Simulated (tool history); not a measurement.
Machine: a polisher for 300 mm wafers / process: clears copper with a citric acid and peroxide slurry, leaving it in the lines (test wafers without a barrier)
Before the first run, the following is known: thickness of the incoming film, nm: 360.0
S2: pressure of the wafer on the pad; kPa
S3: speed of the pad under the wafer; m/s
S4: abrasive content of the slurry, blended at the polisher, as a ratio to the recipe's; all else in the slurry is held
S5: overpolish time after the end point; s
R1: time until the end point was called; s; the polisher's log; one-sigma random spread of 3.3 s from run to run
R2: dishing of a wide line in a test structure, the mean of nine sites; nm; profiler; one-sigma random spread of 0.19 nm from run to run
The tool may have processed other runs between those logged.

run 1 hour=0.0 | flow_of_slurry_(ml/min)=180 S2=21.4 S3=1.28 S4=1.00 S5=13 | R1=115.24 R2=25.7560
run 2 hour=2.8 | flow_of_slurry_(ml/min)=180 S2=19.3 S3=1.24 S4=1.00 S5=11 | R1=131.62 R2=18.7470
run 3 hour=3.8 | flow_of_slurry_(ml/min)=180 S2=17.2 S3=1.24 S4=1.00 S5=9 | R1=146.44 R2=14.2980
run 4 hour=4.5 | flow_of_slurry_(ml/min)=180 S2=22.1 S3=1.24 S4=1.00 S5=9 | R1=118.23 R2=18.0980
run 5 hour=11.0 | flow_of_slurry_(ml/min)=180 S2=22.1 S3=1.24 S4=1.00 S5=4 | R1=115.46 R2=8.5580
run 6 hour=20.1 | flow_of_slurry_(ml/min)=180 S2=22.1 S3=1.24 S4=0.85 S5=4 | R1=120.27 R2=8.2659
run 7 hour=27.3 | flow_of_slurry_(ml/min)=180 S2=19.3 S3=1.22 S4=0.90 S5=5 | R1=134.98 R2=9.0412

Predict the results of run 8:
run 8 hour=35.5 | flow_of_slurry_(ml/min)=180 S2=17.2 S3=1.20 S4=0.90 S5=5 | R1=? R2=?

R1: 152.86 s
R2: 8.2962 nm

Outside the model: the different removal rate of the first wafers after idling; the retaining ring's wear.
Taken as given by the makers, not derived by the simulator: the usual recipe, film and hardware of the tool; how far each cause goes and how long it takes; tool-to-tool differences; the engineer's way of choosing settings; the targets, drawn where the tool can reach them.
